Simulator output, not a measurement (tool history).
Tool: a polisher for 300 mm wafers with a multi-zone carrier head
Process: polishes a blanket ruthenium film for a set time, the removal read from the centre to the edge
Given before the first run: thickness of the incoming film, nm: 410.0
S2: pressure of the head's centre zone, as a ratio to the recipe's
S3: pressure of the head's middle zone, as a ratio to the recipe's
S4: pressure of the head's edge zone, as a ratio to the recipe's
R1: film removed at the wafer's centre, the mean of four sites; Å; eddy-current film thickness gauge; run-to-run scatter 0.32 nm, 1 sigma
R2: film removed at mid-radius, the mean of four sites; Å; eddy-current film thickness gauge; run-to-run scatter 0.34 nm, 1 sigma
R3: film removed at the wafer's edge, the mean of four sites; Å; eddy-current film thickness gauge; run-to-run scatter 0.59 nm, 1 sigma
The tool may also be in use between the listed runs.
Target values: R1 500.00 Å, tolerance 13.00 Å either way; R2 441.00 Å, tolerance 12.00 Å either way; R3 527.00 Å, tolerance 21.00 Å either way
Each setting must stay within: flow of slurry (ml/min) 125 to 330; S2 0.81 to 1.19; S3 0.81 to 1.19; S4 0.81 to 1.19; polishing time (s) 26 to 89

{"run": 1, "day": 0.0, "flow of slurry (ml/min)": 210, "S2": 1.0, "S3": 1.0, "S4": 1.0, "polishing time (s)": 57, "R1": 710.85, "R2": 695.32, "R3": 650.19}
{"run": 2, "day": 0.188, "flow of slurry (ml/min)": 210, "S2": 1.0, "S3": 1.0, "S4": 1.07, "polishing time (s)": 57, "R1": 709.78, "R2": 676.46, "R3": 675.74}
{"run": 3, "day": 0.45, "flow of slurry (ml/min)": 210, "S2": 1.0, "S3": 1.0, "S4": 1.11, "polishing time (s)": 57, "R1": 699.56, "R2": 679.38, "R3": 697.89}
{"run": 4, "day": 0.508, "flow of slurry (ml/min)": 210, "S2": 1.0, "S3": 1.0, "S4": 1.11, "polishing time (s)": 71, "R1": 885.67, "R2": 838.85, "R3": 877.55}
{"run": 5, "day": 0.725, "flow of slurry (ml/min)": 195, "S2": 0.98, "S3": 0.94, "S4": 1.11, "polishing time (s)": 61, "R1": 731.78, "R2": 689.49, "R3": 731.12}
{"run": 6, "day": 0.862, "flow of slurry (ml/min)": 215, "S2": 0.98, "S3": 0.94, "S4": 1.11, "polishing time (s)": 61, "R1": 744.61, "R2": 708.06, "R3": 733.87}
{"day": 0.971, "done": "edge zone pressure recalibrated"}
{"run": 7, "day": 0.971, "flow of slurry (ml/min)": 215, "S2": 0.98, "S3": 0.94, "S4": 1.11, "polishing time (s)": 61, "R1": 744.29, "R2": 692.68, "R3": 780.68}
{"run": 8, "day": 1.1, "flow of slurry (ml/min)": 195, "S2": 0.98, "S3": 0.9, "S4": 1.12, "polishing time (s)": 54, "R1": 644.25, "R2": 595.17, "R3": 693.99}
{"run": 9, "day": 1.471, "flow of slurry (ml/min)": 180, "S2": 0.99, "S3": 0.88, "S4": 1.08, "polishing time (s)": 49, "R1": 580.19, "R2": 531.64, "R3": 612.08}
{"run": 10, "day": 1.521, "flow of slurry (ml/min)": 170, "S2": 1.0, "S3": 0.86, "S4": 1.06, "polishing time (s)": 47, "R1": 562.61, "R2": 497.36, "R3": 571.2}
{"run": 11, "day": 1.629, "flow of slurry (ml/min)": 160, "S2": 0.99, "S3": 0.84, "S4": 1.05, "polishing time (s)": 46, "R1": 537.44, "R2": 469.43, "R3": 551.64}
{"run": 12, "day": 1.792, "flow of slurry (ml/min)": 160, "S2": 0.99, "S3": 0.84, "S4": 1.05, "polishing time (s)": 46, "R1": 536.31, "R2": 472.8, "R3": 552.21}
{"run": 13, "day": 2.104, "flow of slurry (ml/min)": 150, "S2": 0.98, "S3": 0.83, "S4": 1.05, "polishing time (s)": 46, "R1": 524.18, "R2": 463.14, "R3": 555.51}
{"run": 14, "day": 2.242, "flow of slurry (ml/min)": 145, "S2": 0.98, "S3": 0.82, "S4": 1.04, "polishing time (s)": 46, "R1": 523.86, "R2": 458.06, "R3": 542.37}
{"run": 15, "day": 2.417, "flow of slurry (ml/min)": 130, "S2": 0.96, "S3": 0.81, "S4": 1.04, "polishing time (s)": 45, "R1": 482.67, "R2": 436.65, "R3": 526.19}
{"run": 16, "day": 2.712, "flow of slurry (ml/min)": 135, "S2": 0.96, "S3": 0.81, "S4": 1.04, "polishing time (s)": 45, "R1": 485.28, "R2": 434.26, "R3": 530.13}

Of the 4 settings listed for the next run, only one would bring every result within its allowed miss of target. Which one?
{"run": "A", "day": 3.008, "flow of slurry (ml/min)": 130, "S2": 0.99, "S3": 0.91, "S4": 1.03, "polishing time (s)": 43, "R1": "?", "R2": "?", "R3": "?"}
{"run": "B", "day": 3.008, "flow of slurry (ml/min)": 125, "S2": 0.97, "S3": 0.89, "S4": 0.93, "polishing time (s)": 44, "R1": "?", "R2": "?", "R3": "?"}
{"run": "C", "day": 3.008, "flow of slurry (ml/min)": 145, "S2": 0.97, "S3": 0.81, "S4": 1.0, "polishing time (s)": 45, "R1": "?", "R2": "?", "R3": "?"}
{"run": "D", "day": 3.008, "flow of slurry (ml/min)": 150, "S2": 1.05, "S3": 0.92, "S4": 0.98, "polishing time (s)": 41, "R1": "?", "R2": "?", "R3": "?"}

move=A R1=475.88 R2=435.34 R3=499.47
move=B R1=471.07 R2=435.07 R3=483.15
move=C R1=503.21 R2=438.23 R3=525.88
move=D R1=501.30 R2=432.72 R3=476.65
A: misses by more than the last run did
B: misses by more than the last run did
C: every result within its allowed miss
D: gets the furthest-off result to its target, but another result is out of tolerance
Answer: C
